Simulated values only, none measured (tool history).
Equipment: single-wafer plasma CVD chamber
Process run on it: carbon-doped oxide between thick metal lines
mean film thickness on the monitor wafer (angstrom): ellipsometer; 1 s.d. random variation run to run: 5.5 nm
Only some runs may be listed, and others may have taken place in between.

run  hour  heater temperature setpoint (deg C)  chamber pressure (Torr)  RF power (kW)  deposition time (s)  mean film thickness on the monitor wafer (angstrom)
  1   0.0                                  355                     6.38          0.395                  326                                                13999
  2   6.0                                  363                     5.57          0.355                  326                                                12035
  3  13.4                                  367                     5.57          0.355                  326                                                11883
  4  17.5                                  370                     5.17          0.330                  326                                                10879
  5  26.2                                  370                     5.17          0.330                  336                                                11312
  6  31.2                                  365                     5.17          0.330                  336                                                11407
     38.1  -- thermocouple changed; heater temperature recalibrated
  7  38.1                                  366                     4.77          0.315                  335                                                10472

What does the tool deliver on the next run?
  8  42.7                                  366                     4.77          0.315                  335                                                    ?

{"run 8": {"mean film thickness on the monitor wafer (angstrom)": 10440}}
